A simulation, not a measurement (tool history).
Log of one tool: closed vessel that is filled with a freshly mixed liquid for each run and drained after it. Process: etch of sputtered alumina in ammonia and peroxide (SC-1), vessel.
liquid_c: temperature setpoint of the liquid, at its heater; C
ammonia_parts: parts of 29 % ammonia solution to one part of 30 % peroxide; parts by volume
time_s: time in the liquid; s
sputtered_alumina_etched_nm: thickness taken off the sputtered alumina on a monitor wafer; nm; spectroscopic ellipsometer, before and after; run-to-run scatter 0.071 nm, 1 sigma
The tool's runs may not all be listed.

run	day	liquid_c	ammonia_parts	time_s	sputtered_alumina_etched_nm
1	0.000	59.0	0.45	155	11.8270
2	0.192	54.0	0.45	155	9.1071
3	0.404	57.5	0.45	155	11.0090
4	0.517	57.5	0.55	155	11.2850
5	0.683	57.5	0.55	155	11.1230
6	0.721	57.5	0.55	115	8.3020
7	0.842	62.0	0.55	115	10.3880
8	0.967	64.5	0.50	120	12.3380
9	1.171	66.5	0.50	120	13.5780
10	1.212	67.5	0.50	120	14.1780
11	1.421	68.5	0.50	120	14.9030

Predict the results of run 12:
12	1.671	69.0	0.50	120	?

Run 12 yielded sputtered_alumina_etched_nm 15.3490 nm.
